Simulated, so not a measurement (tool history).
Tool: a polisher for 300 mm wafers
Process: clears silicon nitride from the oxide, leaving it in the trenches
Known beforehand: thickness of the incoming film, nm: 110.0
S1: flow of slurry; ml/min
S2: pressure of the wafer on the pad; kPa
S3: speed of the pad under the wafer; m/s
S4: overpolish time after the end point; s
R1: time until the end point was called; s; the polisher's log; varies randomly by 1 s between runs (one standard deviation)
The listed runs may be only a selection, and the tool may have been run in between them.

run,hour,S1,S2,S3,S4,R1
1,0,250,24.1,1.2,29,85.945
2,2.7,250,25.5,1.22,29,79.674
3,9.5,250,26.9,1.22,29,74.183
4,12,250,27.6,1.22,29,72.474
5,20.4,250,28.3,1.22,29,73.095
6,23.5,250,31.7,1.22,29,63.292

What will run 7 give?
7,25.6,250,32.4,1.22,29,?

{"run 7": {"R1": 63.038}}
